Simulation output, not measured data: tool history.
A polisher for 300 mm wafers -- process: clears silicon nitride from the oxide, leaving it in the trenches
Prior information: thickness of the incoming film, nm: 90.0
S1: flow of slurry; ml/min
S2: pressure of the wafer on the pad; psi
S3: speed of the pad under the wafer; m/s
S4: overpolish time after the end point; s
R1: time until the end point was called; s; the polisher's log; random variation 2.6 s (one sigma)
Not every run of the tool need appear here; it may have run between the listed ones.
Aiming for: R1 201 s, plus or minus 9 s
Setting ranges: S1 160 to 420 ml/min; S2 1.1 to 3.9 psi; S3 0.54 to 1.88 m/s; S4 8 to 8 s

Run 1, hour 0: S1 270 ml/min, S2 2.5 psi, S3 1.2 m/s, S4 8 s. Result: R1 112.35 s.
Run 2, hour 8: S1 270 ml/min, S2 2.5 psi, S3 1.3 m/s, S4 8 s. Result: R1 102.95 s.
Run 3, hour 13.4: S1 270 ml/min, S2 2.5 psi, S3 1.3 m/s, S4 8 s. Result: R1 106.04 s.
Run 4, hour 22.2: S1 270 ml/min, S2 2.5 psi, S3 1.42 m/s, S4 8 s. Result: R1 98.925 s.
Run 5, hour 24.2: S1 270 ml/min, S2 2.5 psi, S3 1.7 m/s, S4 8 s. Result: R1 88.241 s.
Run 6, hour 26.3: S1 270 ml/min, S2 2.5 psi, S3 1.88 m/s, S4 8 s. Result: R1 80.205 s.
Run 7, hour 30.7: S1 260 ml/min, S2 2.1 psi, S3 1.68 m/s, S4 8 s. Result: R1 98.558 s.
Run 8, hour 38.2: S1 260 ml/min, S2 2.1 psi, S3 1.68 m/s, S4 8 s. Result: R1 99.106 s.
Run 9, hour 46.6: S1 250 ml/min, S2 1.4 psi, S3 1.34 m/s, S4 8 s. Result: R1 152.09 s.
Run 10, hour 49.7: S1 250 ml/min, S2 1.3 psi, S3 1.24 m/s, S4 8 s. Result: R1 168.02 s.
Run 11, hour 52.6: S1 250 ml/min, S2 1.2 psi, S3 1.18 m/s, S4 8 s. Result: R1 176.38 s.
Run 12, hour 58.8: S1 250 ml/min, S2 1.2 psi, S3 1.12 m/s, S4 8 s. Result: R1 181.44 s.
Run 13, hour 64.1: S1 250 ml/min, S2 1.2 psi, S3 1.08 m/s, S4 8 s. Result: R1 189.71 s.
Run 14, hour 68.9: S1 250 ml/min, S2 1.2 psi, S3 1.08 m/s, S4 8 s. Result: R1 188.2 s.
Run 15, hour 74.4: S1 250 ml/min, S2 1.2 psi, S3 1.06 m/s, S4 8 s. Result: R1 192.19 s.

Consider the 5 candidate settings below. Which is the only one whose results all fall within their allowed miss of target?
Run A, hour 79.9: S1 280 ml/min, S2 1.1 psi, S3 1.06 m/s, S4 8 s. Result: R1 ?.
Run B, hour 79.9: S1 195 ml/min, S2 1.9 psi, S3 0.82 m/s, S4 8 s. Result: R1 ?.
Run C, hour 79.9: S1 265 ml/min, S2 1.4 psi, S3 1.02 m/s, S4 8 s. Result: R1 ?.
Run D, hour 79.9: S1 245 ml/min, S2 1.3 psi, S3 1.08 m/s, S4 8 s. Result: R1 ?.
Run E, hour 79.9: S1 305 ml/min, S2 1.3 psi, S3 1.06 m/s, S4 8 s. Result: R1 ?.

move      R1
   A  201.98
   B  176.34
   C  181.98
   D  184.75
   E  183.22
A: in spec on every target
B: misses by more than the last run did
C: misses by more than the last run did
D: misses by more than the last run did
E: misses by more than the last run did
Move A is the one to make.

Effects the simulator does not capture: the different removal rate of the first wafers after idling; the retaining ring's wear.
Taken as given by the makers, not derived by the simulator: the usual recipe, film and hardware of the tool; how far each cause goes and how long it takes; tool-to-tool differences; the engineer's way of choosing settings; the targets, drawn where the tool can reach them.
